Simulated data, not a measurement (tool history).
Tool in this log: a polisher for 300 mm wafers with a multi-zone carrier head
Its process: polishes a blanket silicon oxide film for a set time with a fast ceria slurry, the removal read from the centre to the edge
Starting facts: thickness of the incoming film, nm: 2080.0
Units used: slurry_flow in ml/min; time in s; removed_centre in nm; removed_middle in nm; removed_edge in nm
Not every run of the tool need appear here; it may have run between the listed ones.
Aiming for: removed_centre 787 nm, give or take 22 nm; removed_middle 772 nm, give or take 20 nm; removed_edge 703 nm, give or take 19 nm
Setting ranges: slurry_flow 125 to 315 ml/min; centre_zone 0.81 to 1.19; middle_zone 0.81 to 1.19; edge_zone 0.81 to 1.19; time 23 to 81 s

run  hour  slurry_flow  centre_zone  middle_zone  edge_zone  time  removed_centre  removed_middle  removed_edge
  1     0          205            1            1          1    52          578.56          574.37        596.22
  2   2.4          225         1.05         1.06       1.03    53          627.91          625.62        624.48
  3  11.1          240         1.09          1.1       1.05    54          676.54          656.52        636.47
  4  17.4          280         1.09          1.1       1.05    54          688.98          676.13        655.57
  5  22.2          315         1.09          1.1       1.05    54          688.41             679        654.53
  6  27.7          315         1.09          1.1       1.05    67          852.37          833.03        805.01
  7  33.9          310         1.08         1.09       0.99    66          847.36          815.55        774.46
  8  37.6          305         1.06         1.09       0.95    65          821.11          807.46        751.67
  9  40.7          300         1.05         1.08       0.92    64          784.81          787.75        730.09

Consider the 4 candidate settings below. Which is the only one whose results all fall within their allowed miss of target?
  A  43.8          280         0.98         1.06       0.97    68               ?               ?             ?
  B  43.8          315         1.07         1.14       0.85    63               ?               ?             ?
  C  43.8          265         0.97         1.05       0.82    69               ?               ?             ?
  D  43.8          290         1.08          1.1       0.92    62               ?               ?             ?

move  removed_centre  removed_middle  removed_edge
   A          787.07          820.55        781.15
   B          802.43          817.13        686.17
   C          786.02          821.68        731.13
   D           789.2          774.01         696.2
A: moves away from the targets compared with the last run
B: meets the target for the result that was furthest off, but another lies outside its allowed miss
C: moves away from the targets compared with the last run
D: every result lands within tolerance
Move D is the one to make.
